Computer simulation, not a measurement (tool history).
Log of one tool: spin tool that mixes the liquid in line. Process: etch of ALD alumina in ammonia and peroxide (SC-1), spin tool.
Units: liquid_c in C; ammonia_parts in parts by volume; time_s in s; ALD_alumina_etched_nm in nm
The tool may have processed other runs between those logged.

| run | day | liquid_c | ammonia_parts | time_s | ALD_alumina_etched_nm |
|---|---|---|---|---|---|
| 1 | 0.000 | 46.0 | 0.65 | 45 | 2.0145 |
| 2 | 0.125 | 47.5 | 0.65 | 45 | 2.1817 |
| 3 | 0.429 | 47.5 | 0.80 | 45 | 2.2225 |
| 4 | 0.750 | 41.0 | 0.80 | 45 | 1.5376 |
| 5 | 1.125 | 43.5 | 0.80 | 45 | 1.7741 |
| 6 | 1.183 | 43.5 | 0.95 | 45 | 1.8000 |

Estimate the outcome of run 7 from the log above:
| 7 | 1.421 | 45.5 | 0.95 | 45 | ? |

ALD_alumina_etched_nm: 2.0215 nm
